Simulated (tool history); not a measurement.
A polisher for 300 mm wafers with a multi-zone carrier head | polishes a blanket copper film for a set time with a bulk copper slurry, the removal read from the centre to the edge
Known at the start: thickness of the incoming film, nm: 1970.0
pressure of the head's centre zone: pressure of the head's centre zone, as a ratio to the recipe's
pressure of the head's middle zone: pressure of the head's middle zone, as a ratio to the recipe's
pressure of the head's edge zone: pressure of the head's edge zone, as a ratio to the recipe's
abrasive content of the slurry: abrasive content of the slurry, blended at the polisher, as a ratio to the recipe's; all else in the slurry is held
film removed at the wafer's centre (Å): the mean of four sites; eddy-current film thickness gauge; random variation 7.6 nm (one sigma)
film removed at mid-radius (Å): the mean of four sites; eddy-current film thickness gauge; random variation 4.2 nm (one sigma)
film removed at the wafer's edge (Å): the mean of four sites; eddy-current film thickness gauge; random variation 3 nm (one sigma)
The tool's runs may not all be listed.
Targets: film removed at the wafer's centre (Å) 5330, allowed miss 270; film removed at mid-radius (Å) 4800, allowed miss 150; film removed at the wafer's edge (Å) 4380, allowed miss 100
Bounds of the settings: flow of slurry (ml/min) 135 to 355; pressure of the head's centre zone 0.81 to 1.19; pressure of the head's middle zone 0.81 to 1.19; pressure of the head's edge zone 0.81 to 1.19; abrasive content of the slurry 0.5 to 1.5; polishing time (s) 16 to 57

run	hour	flow of slurry (ml/min)	pressure of the head's centre zone	pressure of the head's middle zone	pressure of the head's edge zone	abrasive content of the slurry	polishing time (s)	film removed at the wafer's centre (Å)	film removed at mid-radius (Å)	film removed at the wafer's edge (Å)
1	0	225	1	1	1	1	36	3253.6	3315.2	3466.4
2	7.5	245	1.05	1.03	0.99	1.1	37	3682.9	3694.6	3701.3
3	11.7	245	1.05	1.03	0.91	1.1	37	3756.9	3652.7	3526.4
4	16.8	225	1.05	1.03	0.91	1.1	37	3575.8	3579.5	3505.6
5	20.8	255	1.05	1.03	0.91	1.1	37	3678.2	3609.1	3572.3
6	24.3	255	0.98	1.03	0.91	1.1	37	3457.9	3647.9	3598.4
7	26.3	320	1.08	1.12	0.9	1.35	41	4631.2	4696.7	4276.3
8	32.3	325	1.11	1.12	0.9	1.35	41	4778.8	4733.6	4247
9	38.4	330	1.13	1.11	0.91	1.35	41	4887.6	4662.7	4278.4
10	45.4	335	1.14	1.11	0.91	1.35	41	4802.7	4663.3	4340.8
11	47.6	330	1.15	1.11	0.89	1.4	41	5013.1	4706.9	4301.1
12	56.3	330	1.16	1.11	0.89	1.4	41	5074.6	4770.9	4276.1
13	62.1	330	1.17	1.11	0.89	1.4	41	4865.5	4738.5	4299
14	63.5	335	1.17	1.1	0.87	1.4	41	5084.2	4685.9	4296.1
15	66.1	340	1.17	1.1	0.87	1.4	41	5032.3	4720.3	4314.8
16	67.5	340	1.17	1.09	0.86	1.4	41	5033.5	4753.9	4252.8
17	71	340	1.17	1.08	0.86	1.4	41	5098.9	4651.3	4232.7

Which of these 4 next moves meets every target?
A	74.5	340	1.13	1.16	0.85	1.45	40	?	?	?
B	74.5	320	1.16	1.17	0.84	1.25	41	?	?	?
C	74.5	310	1.19	1.07	0.85	1.5	42	?	?	?
D	74.5	290	1.09	1.12	0.89	1.5	41	?	?	?

move	film removed at the wafer's centre (Å)	film removed at mid-radius (Å)	film removed at the wafer's edge (Å)
A	4814	4837.8	4181.3
B	4819.8	4754.2	4065.9
C	5323.4	4743.8	4409.8
D	4723.2	4784.9	4355.7
A: further off than the last run
B: further off than the last run
C: meets every target
D: brings the result that was furthest off to its target, and leaves another outside
The right move is C.
